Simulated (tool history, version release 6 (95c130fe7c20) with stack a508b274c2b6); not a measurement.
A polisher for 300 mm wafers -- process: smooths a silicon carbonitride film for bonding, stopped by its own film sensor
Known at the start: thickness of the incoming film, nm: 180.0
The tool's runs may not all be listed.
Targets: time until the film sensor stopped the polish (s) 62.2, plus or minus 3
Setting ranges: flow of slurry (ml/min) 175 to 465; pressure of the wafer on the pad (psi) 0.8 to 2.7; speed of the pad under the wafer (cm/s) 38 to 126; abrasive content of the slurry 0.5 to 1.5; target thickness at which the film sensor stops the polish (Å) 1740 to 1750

run	day	flow of slurry (ml/min)	pressure of the wafer on the pad (psi)	speed of the pad under the wafer (cm/s)	abrasive content of the slurry	target thickness at which the film sensor stops the polish (Å)	time until the film sensor stopped the polish (s)
1	0	295	1.7	82	1	1740	39.813
2	0.371	295	1.7	82	0.85	1740	41.713
3	0.412	325	1.7	82	0.85	1740	41.642
4	0.483	325	1.7	100	0.85	1740	35.789
5	0.633	325	1.5	98	0.85	1740	41.438
6	0.904	275	1.5	98	0.85	1740	41.665
7	1.042	275	1.4	98	0.85	1740	44.939
8	1.233	275	1.3	98	0.85	1740	47.085
9	1.429	275	0.8	96	0.85	1740	77.202
10	1.558	275	0.9	96	0.85	1740	70.858
11	1.633	275	0.9	96	0.85	1740	68.881

Which single option among these 4 for the next run brings every result within its allowed miss of target? Just one does.
A	1.708	200	0.9	94	0.65	1740	?
B	1.708	310	0.8	92	0.95	1740	?
C	1.708	280	1	96	0.85	1740	?
D	1.708	270	0.9	84	0.9	1740	?

move	time until the film sensor stopped the polish (s)
A	80.72
B	78.528
C	64.113
D	77.518
A: further off than the last run
B: further off than the last run
C: meets every target
D: further off than the last run
So the answer is move C, the one that meets all the targets.
